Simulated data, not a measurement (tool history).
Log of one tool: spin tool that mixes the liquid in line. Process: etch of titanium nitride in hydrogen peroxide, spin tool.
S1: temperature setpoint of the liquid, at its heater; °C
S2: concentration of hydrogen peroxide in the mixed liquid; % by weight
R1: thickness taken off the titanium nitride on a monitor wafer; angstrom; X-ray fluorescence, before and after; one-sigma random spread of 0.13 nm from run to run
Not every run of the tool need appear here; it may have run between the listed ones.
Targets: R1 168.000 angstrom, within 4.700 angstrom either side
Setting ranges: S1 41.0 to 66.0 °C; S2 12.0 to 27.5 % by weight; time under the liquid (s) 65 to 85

Run 1, hour 0.0: S1 57.0 °C, S2 18.5 % by weight, time under the liquid (s) 85. Result: R1 96.702 angstrom.
Run 2, hour 1.4: S1 57.0 °C, S2 15.5 % by weight, time under the liquid (s) 85. Result: R1 92.002 angstrom.
Run 3, hour 2.5: S1 58.0 °C, S2 15.5 % by weight, time under the liquid (s) 85. Result: R1 97.681 angstrom.
Run 4, hour 9.8: S1 58.0 °C, S2 13.0 % by weight, time under the liquid (s) 85. Result: R1 96.391 angstrom.
Run 5, hour 14.2: S1 59.0 °C, S2 13.0 % by weight, time under the liquid (s) 85. Result: R1 101.820 angstrom.
Run 6, hour 16.6: S1 54.0 °C, S2 13.0 % by weight, time under the liquid (s) 85. Result: R1 71.777 angstrom.
Run 7, hour 21.8: S1 62.0 °C, S2 14.5 % by weight, time under the liquid (s) 85. Result: R1 126.420 angstrom.
Run 8, hour 26.3: S1 62.5 °C, S2 14.5 % by weight, time under the liquid (s) 85. Result: R1 131.390 angstrom.

Pick the move, out of 4, that brings all results within their allowed miss; only one does.
Run A, hour 30.8: S1 65.5 °C, S2 16.0 % by weight, time under the liquid (s) 80. Result: R1 ?.
Run B, hour 30.8: S1 65.5 °C, S2 12.5 % by weight, time under the liquid (s) 85. Result: R1 ?.
Run C, hour 30.8: S1 65.5 °C, S2 16.5 % by weight, time under the liquid (s) 85. Result: R1 ?.
Run D, hour 30.8: S1 66.0 °C, S2 12.0 % by weight, time under the liquid (s) 85. Result: R1 ?.

move       R1
   A  154.400
   B  155.790
   C  165.120
   D  159.630
A: nearer than the last run, and not there yet
B: nearer than the last run, and not there yet
C: meets every target
D: nearer than the last run, and not there yet
Answer: C
